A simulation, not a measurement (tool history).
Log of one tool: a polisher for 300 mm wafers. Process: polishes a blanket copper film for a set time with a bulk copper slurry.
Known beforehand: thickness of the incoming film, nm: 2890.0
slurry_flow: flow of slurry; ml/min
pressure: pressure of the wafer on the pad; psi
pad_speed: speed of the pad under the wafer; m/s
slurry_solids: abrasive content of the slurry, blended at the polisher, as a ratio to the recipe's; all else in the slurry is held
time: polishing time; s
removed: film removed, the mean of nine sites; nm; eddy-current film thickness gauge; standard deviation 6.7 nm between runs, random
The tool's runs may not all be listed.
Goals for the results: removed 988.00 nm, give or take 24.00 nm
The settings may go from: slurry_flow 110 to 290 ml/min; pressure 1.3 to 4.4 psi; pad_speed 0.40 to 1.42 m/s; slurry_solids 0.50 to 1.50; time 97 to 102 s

| run | hour | slurry_flow | pressure | pad_speed | slurry_solids | time | removed |
|---|---|---|---|---|---|---|---|
| 1 | 0.0 | 185 | 2.8 | 0.90 | 1.00 | 97 | 862.86 |
| 2 | 7.7 | 190 | 2.9 | 0.90 | 1.00 | 97 | 898.21 |
| 3 | 15.5 | 195 | 2.9 | 0.90 | 1.00 | 97 | 899.71 |
| 4 | 19.4 | 200 | 2.9 | 0.90 | 1.00 | 97 | 905.38 |
| 5 | 21.2 | 200 | 3.3 | 0.90 | 1.00 | 97 | 1020.50 |
| 6 | 28.8 | 200 | 3.3 | 1.06 | 1.00 | 97 | 1195.50 |
| 7 | 36.7 | 195 | 3.2 | 1.06 | 1.00 | 97 | 1163.40 |
| 8 | 45.7 | 190 | 3.1 | 1.06 | 1.00 | 97 | 1122.70 |
| 9 | 52.9 | 185 | 3.0 | 1.06 | 1.00 | 97 | 1087.50 |
| 10 | 55.4 | 185 | 2.9 | 1.06 | 1.00 | 97 | 1059.70 |

Next run, 5 choices. One meets every target within its allowed miss, the rest don't. Which?
| A | 57.9 | 160 | 2.7 | 1.16 | 1.00 | 99 | ? |
| B | 57.9 | 230 | 2.7 | 0.94 | 0.95 | 102 | ? |
| C | 57.9 | 200 | 3.0 | 0.96 | 1.05 | 102 | ? |
| D | 57.9 | 235 | 3.0 | 0.94 | 1.00 | 97 | ? |
| E | 57.9 | 185 | 2.8 | 1.10 | 1.00 | 97 | ? |

| move | removed |
|---|---|
| A | 1060.80 |
| B | 927.38 |
| C | 1051.70 |
| D | 989.66 |
| E | 1045.70 |
A: about as far from the targets as the last run
B: moves the result that the last run missed by most past its target, out the other side
C: better than the last run, though not everything is in spec
D: hits every target within its allowed miss
E: better than the last run, though not everything is in spec
Go with D: it meets all targets.
